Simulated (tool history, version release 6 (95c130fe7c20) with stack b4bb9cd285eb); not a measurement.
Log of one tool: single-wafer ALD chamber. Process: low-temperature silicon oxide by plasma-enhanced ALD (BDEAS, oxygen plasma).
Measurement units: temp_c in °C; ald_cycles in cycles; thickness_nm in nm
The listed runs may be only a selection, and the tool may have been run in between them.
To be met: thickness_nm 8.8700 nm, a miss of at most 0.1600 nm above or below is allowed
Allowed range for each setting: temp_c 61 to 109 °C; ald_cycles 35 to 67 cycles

run    day  temp_c  ald_cycles  thickness_nm
  1  0.000      85          51        7.7994
  2  0.225      85          54        8.1652
  3  0.567      85          47        7.1347
  4  0.775      93          47        6.8775
  5  0.829      85          47        7.1318
  6  1.100      82          48        7.4050
  7  1.208      79          49        7.6441
  8  1.575      77          50        7.8150
  9  1.788      75          51        8.0550
 10  1.962      73          51        8.1013

4 next moves are on the table. One of them brings every result within its allowed miss. Which?
  A  2.138      81          60             ?
  B  2.138      68          55             ?
  C  2.138      78          49             ?
  D  2.138      80          51             ?

move  thickness_nm
   A        9.3009
   B        8.9519
   C        7.6834
   D        7.9362
A: the result that was furthest off in the last run now lies on the other side of its target
B: hits every target within its allowed miss
C: misses by more than the last run did
D: misses by more than the last run did
So the answer is move B, the one that meets all the targets.
